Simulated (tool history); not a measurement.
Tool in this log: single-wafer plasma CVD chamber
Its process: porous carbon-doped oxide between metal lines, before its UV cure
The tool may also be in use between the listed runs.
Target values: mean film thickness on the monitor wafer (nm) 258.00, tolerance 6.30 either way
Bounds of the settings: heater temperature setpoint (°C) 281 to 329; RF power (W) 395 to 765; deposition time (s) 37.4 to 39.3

run,hour,heater temperature setpoint (°C),RF power (W),deposition time (s),mean film thickness on the monitor wafer (nm)
1,0.0,305,580,39.3,228.39
2,7.5,305,580,37.4,216.47
3,14.9,302,595,37.5,226.60
4,19.5,299,600,37.5,232.77
5,26.7,297,605,37.5,236.79
6,30.6,295,610,37.5,242.56
7,34.9,294,610,37.5,241.26
8,39.2,292,615,37.5,248.97
9,47.5,291,615,37.5,246.54

Below are 5 possible settings for the next run. Only one of them brings all results inside the allowed miss of their targets. Which is it?
A,55.8,294,625,39.3,?
B,55.8,288,670,37.4,?
C,55.8,296,605,37.4,?
D,55.8,297,660,39.3,?
E,55.8,286,620,39.3,?

move,mean film thickness on the monitor wafer (nm)
A,261.04
B,274.41
C,238.49
D,269.62
E,271.64
A: every result lands within tolerance
B: takes the biggest miss from the last run beyond its target
C: further off than the last run
D: takes the biggest miss from the last run beyond its target
E: takes the biggest miss from the last run beyond its target
So the answer is move A, the one that meets all the targets.
